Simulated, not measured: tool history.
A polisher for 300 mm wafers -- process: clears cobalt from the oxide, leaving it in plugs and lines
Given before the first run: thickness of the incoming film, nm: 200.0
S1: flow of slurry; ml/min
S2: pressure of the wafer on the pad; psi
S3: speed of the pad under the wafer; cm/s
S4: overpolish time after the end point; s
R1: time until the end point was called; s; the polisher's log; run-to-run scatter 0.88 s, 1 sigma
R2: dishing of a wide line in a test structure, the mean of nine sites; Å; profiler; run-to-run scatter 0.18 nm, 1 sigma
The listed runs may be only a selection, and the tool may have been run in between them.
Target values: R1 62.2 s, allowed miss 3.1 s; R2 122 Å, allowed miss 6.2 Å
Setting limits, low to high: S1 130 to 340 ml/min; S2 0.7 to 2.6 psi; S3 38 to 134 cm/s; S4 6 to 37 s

run  hour   S1   S2  S3  S4      R1      R2
  1     0  220  1.6  86  19    69.7  185.11
  2   4.5  205  1.6  86  15  70.486  171.72
  3  11.8  235  1.6  86  15  68.502  177.21
  4    17  200  1.7  86  12  66.767  166.35
  5  18.8  175  1.8  82  10  67.765  153.57
  6    21  175  1.8  82  17  67.335   181.6
  7  27.4  160  1.7  92  13  62.466  171.85
  8  35.5  190    2  78  11  65.701  162.64
  9  41.4  170    2  78   9  66.554  145.33
 10  48.1  130  2.1  78   6   66.98  118.06
 11  55.3  135  2.1  78   6  66.436  115.51
 12  60.4  130  2.2  78  11  64.273   163.4
 13  61.3  130  2.1  82   9  63.349  147.22
 14  64.9  130    2  84   8  62.776  136.81

Consider the 5 candidate settings below. Which is the only one whose results all fall within their allowed miss of target?
  A  68.5  160  2.1  82   6   ?   ?
  B  68.5  130  1.8  88  10   ?   ?
  C  68.5  130    2  96   7   ?   ?
  D  68.5  150  1.9  88   8   ?   ?
  E  68.5  150  2.5  72  15   ?   ?

move      R1      R2
   A  60.147  122.85
   B  65.031  153.17
   C  55.189  139.86
   D  61.164  142.17
   E  59.971  179.36
A: meets every target
B: misses by more than the last run did
C: misses by more than the last run did
D: misses by more than the last run did
E: misses by more than the last run did
Move A is the one to make.
